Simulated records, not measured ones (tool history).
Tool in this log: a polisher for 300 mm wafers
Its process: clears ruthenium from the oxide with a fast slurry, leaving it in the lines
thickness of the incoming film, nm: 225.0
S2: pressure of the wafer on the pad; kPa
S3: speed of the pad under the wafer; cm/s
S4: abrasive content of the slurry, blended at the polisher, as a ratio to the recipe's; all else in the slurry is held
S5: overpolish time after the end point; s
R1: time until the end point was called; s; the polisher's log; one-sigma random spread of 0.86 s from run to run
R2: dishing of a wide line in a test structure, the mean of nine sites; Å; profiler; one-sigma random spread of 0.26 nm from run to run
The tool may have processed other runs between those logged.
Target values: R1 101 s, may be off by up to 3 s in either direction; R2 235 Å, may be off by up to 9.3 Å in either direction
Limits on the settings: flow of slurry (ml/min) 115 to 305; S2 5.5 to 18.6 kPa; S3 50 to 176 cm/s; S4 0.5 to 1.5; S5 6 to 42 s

run 1 hour=0 | flow_of_slurry_(ml/min)=195 S2=11.7 S3=112 S4=1 S5=21 | R1=89.124 R2=478.37
run 2 hour=8.1 | flow_of_slurry_(ml/min)=205 S2=11 S3=112 S4=1 S5=18 | R1=94.12 R2=403.89
run 3 hour=11.1 | flow_of_slurry_(ml/min)=205 S2=12.4 S3=112 S4=1 S5=18 | R1=85.617 R2=426.38
run 4 hour=19.8 | flow_of_slurry_(ml/min)=240 S2=12.4 S3=112 S4=1 S5=18 | R1=86.058 R2=432.8
run 5 hour=27.9 | flow_of_slurry_(ml/min)=240 S2=12.4 S3=112 S4=1 S5=24 | R1=85.02 R2=553.09
run 6 hour=31.8 | flow_of_slurry_(ml/min)=240 S2=12.4 S3=112 S4=1 S5=20 | R1=83.697 R2=480.98
run 7 hour=35.1 | flow_of_slurry_(ml/min)=240 S2=11.7 S3=112 S4=1 S5=17 | R1=87.993 R2=406.31
run 8 hour=39.7 | flow_of_slurry_(ml/min)=265 S2=9.7 S3=112 S4=1 S5=7 | R1=98.181 R2=158.81
run 9 hour=47.3 | flow_of_slurry_(ml/min)=245 S2=9.7 S3=112 S4=1 S5=8 | R1=97.401 R2=175.16
run 10 hour=50.3 | flow_of_slurry_(ml/min)=235 S2=9.7 S3=110 S4=1 S5=9 | R1=100.55 R2=190.23
run 11 hour=58.6 | flow_of_slurry_(ml/min)=220 S2=9.7 S3=110 S4=1 S5=9 | R1=101.14 R2=195.66
run 12 hour=63.4 | flow_of_slurry_(ml/min)=205 S2=9.7 S3=110 S4=1 S5=9 | R1=102.75 R2=191.76

Below are 4 possible settings for the next run. Only one of them brings all results inside the allowed miss of their targets. Which is it?
run A hour=68.2 | flow_of_slurry_(ml/min)=220 S2=9.7 S3=110 S4=1 S5=11 | R1=? R2=?
run B hour=68.2 | flow_of_slurry_(ml/min)=200 S2=11.7 S3=102 S4=0.9 S5=12 | R1=? R2=?
run C hour=68.2 | flow_of_slurry_(ml/min)=200 S2=13.1 S3=90 S4=0.85 S5=12 | R1=? R2=?
run D hour=68.2 | flow_of_slurry_(ml/min)=250 S2=9 S3=102 S4=1.2 S5=12 | R1=? R2=?

move=A R1=100.33 R2=239.05
move=B R1=101.71 R2=256.18
move=C R1=108.24 R2=241.57
move=D R1=101.14 R2=257.54
A: each result inside its tolerance
B: takes the biggest miss from the last run beyond its target
C: brings the last run's worst result on target, with another outside its allowed miss
D: takes the biggest miss from the last run beyond its target
Go with A: it meets all targets.

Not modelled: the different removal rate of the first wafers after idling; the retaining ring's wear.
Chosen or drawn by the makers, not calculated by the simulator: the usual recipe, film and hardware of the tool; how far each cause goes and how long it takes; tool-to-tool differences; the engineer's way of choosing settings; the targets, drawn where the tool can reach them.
